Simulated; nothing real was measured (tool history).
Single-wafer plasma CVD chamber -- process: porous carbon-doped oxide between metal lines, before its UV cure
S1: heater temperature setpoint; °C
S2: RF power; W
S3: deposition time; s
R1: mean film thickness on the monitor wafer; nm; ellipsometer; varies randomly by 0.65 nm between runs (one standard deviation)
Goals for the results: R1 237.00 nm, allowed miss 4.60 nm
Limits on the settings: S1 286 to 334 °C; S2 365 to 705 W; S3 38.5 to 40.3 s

run	hour	S1	S2	S3	R1
1	0.0	310	535	40.3	218.28
2	6.4	304	535	40.3	226.74
3	13.1	303	535	40.3	228.93
4	14.4	303	535	40.3	227.10
5	17.9	303	595	40.3	251.13
6	22.7	304	595	40.3	250.38
7	23.9	305	595	40.3	247.79
8	24.5	306	595	40.3	246.75

4 next moves are on the table. One of them brings every result within its allowed miss. Which?
A	25.1	309	615	38.5	?
B	25.1	294	595	40.3	?
C	25.1	303	625	40.3	?
D	25.1	302	605	40.3	?

move	R1
A	238.27
B	266.48
C	262.41
D	256.55
A: hits every target within its allowed miss
B: the biggest miss grows against the last run
C: the biggest miss grows against the last run
D: the biggest miss grows against the last run
So the answer is move A, the one that meets all the targets.
